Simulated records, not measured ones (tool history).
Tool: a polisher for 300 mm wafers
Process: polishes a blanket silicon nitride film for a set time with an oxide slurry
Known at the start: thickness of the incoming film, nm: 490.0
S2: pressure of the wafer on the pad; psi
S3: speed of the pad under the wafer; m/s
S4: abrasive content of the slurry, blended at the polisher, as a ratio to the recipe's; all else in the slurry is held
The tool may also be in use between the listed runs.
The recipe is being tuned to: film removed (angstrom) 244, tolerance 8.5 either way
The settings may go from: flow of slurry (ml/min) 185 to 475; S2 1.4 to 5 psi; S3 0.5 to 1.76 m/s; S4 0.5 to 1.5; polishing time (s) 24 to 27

run 1 day=0 | flow_of_slurry_(ml/min)=305 S2=3.2 S3=1.12 S4=1 polishing_time_(s)=27 | film_removed_(angstrom)=186.16
run 2 day=0.367 | flow_of_slurry_(ml/min)=355 S2=3.2 S3=1.12 S4=1 polishing_time_(s)=27 | film_removed_(angstrom)=189.53
run 3 day=0.704 | flow_of_slurry_(ml/min)=355 S2=3.2 S3=1.12 S4=1.1 polishing_time_(s)=27 | film_removed_(angstrom)=195.96
run 4 day=0.821 | flow_of_slurry_(ml/min)=390 S2=3.2 S3=1.12 S4=1.1 polishing_time_(s)=27 | film_removed_(angstrom)=195.44
run 5 day=0.925 | flow_of_slurry_(ml/min)=390 S2=3.4 S3=1.12 S4=1.1 polishing_time_(s)=27 | film_removed_(angstrom)=210.59
run 6 day=1.029 | flow_of_slurry_(ml/min)=390 S2=3.5 S3=1.12 S4=1.1 polishing_time_(s)=27 | film_removed_(angstrom)=210.42
run 7 day=1.354 | flow_of_slurry_(ml/min)=390 S2=3.7 S3=1.12 S4=1.1 polishing_time_(s)=27 | film_removed_(angstrom)=221.79
run 8 day=1.671 | flow_of_slurry_(ml/min)=390 S2=3.8 S3=1.12 S4=1.1 polishing_time_(s)=27 | film_removed_(angstrom)=226.96
run 9 day=1.729 | flow_of_slurry_(ml/min)=390 S2=3.9 S3=1.12 S4=1.1 polishing_time_(s)=27 | film_removed_(angstrom)=233.17

Next run, 4 choices. One meets every target within its allowed miss, the rest don't. Which?
run A day=1.788 | flow_of_slurry_(ml/min)=340 S2=4.1 S3=1.22 S4=1.1 polishing_time_(s)=26 | film_removed_(angstrom)=?
run B day=1.788 | flow_of_slurry_(ml/min)=470 S2=4.7 S3=0.78 S4=1.1 polishing_time_(s)=27 | film_removed_(angstrom)=?
run C day=1.788 | flow_of_slurry_(ml/min)=375 S2=4.2 S3=1.14 S4=1 polishing_time_(s)=26 | film_removed_(angstrom)=?
run D day=1.788 | flow_of_slurry_(ml/min)=450 S2=3.7 S3=1.28 S4=1.25 polishing_time_(s)=24 | film_removed_(angstrom)=?

move=A film_removed_(angstrom)=243.16
move=B film_removed_(angstrom)=218.9
move=C film_removed_(angstrom)=228.54
move=D film_removed_(angstrom)=227.7
A: all results land within tolerance of their targets
B: further off than the last run
C: further off than the last run
D: further off than the last run
A is the move that brings every result within its allowed miss.
